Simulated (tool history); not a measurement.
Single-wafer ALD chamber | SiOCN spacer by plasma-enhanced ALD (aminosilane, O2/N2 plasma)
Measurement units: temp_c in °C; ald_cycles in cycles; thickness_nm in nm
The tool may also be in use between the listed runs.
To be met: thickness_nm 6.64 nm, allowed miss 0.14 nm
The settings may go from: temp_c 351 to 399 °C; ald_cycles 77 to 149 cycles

run 1 hour=0 | temp_c=375 ald_cycles=113 | thickness_nm=7.3811
run 2 hour=6.9 | temp_c=375 ald_cycles=122 | thickness_nm=7.927
run 3 hour=12 | temp_c=375 ald_cycles=134 | thickness_nm=8.7347
run 4 hour=17.3 | temp_c=368 ald_cycles=134 | thickness_nm=8.7543
run 5 hour=20 | temp_c=368 ald_cycles=130 | thickness_nm=8.4375
run 6 hour=27.2 | temp_c=378 ald_cycles=130 | thickness_nm=8.4698
run 7 hour=36.5 | temp_c=378 ald_cycles=126 | thickness_nm=8.1271
run 8 hour=41.9 | temp_c=378 ald_cycles=126 | thickness_nm=8.2396
run 9 hour=47.1 | temp_c=378 ald_cycles=123 | thickness_nm=7.9924
run 10 hour=55.8 | temp_c=378 ald_cycles=120 | thickness_nm=7.809
run 11 hour=63.6 | temp_c=378 ald_cycles=117 | thickness_nm=7.6266
run 12 hour=71.3 | temp_c=378 ald_cycles=115 | thickness_nm=7.5201
run 13 hour=75.2 | temp_c=378 ald_cycles=113 | thickness_nm=7.3048
run 14 hour=78.2 | temp_c=378 ald_cycles=112 | thickness_nm=7.3063
run 15 hour=86.1 | temp_c=378 ald_cycles=112 | thickness_nm=7.2854
run 16 hour=93.9 | temp_c=378 ald_cycles=111 | thickness_nm=7.2402
run 17 hour=95.6 | temp_c=378 ald_cycles=110 | thickness_nm=7.2227
run 18 hour=102.6 | temp_c=378 ald_cycles=109 | thickness_nm=7.1093
run 19 hour=110.6 | temp_c=378 ald_cycles=108 | thickness_nm=7.0001
run 20 hour=112.3 | temp_c=378 ald_cycles=107 | thickness_nm=6.977

Which one of the following 5 next-run settings gets every result inside its allowed miss? There is exactly one.
run A hour=114 | temp_c=386 ald_cycles=109 | thickness_nm=?
run B hour=114 | temp_c=380 ald_cycles=107 | thickness_nm=?
run C hour=114 | temp_c=379 ald_cycles=107 | thickness_nm=?
run D hour=114 | temp_c=377 ald_cycles=107 | thickness_nm=?
run E hour=114 | temp_c=389 ald_cycles=102 | thickness_nm=?

move=A thickness_nm=7.144
move=B thickness_nm=7.0129
move=C thickness_nm=7.0129
move=D thickness_nm=7.0129
move=E thickness_nm=6.6852
A: misses by more than the last run did
B: misses by more than the last run did
C: misses by more than the last run did
D: misses by more than the last run did
E: each result inside its tolerance
The move that meets every target is E.
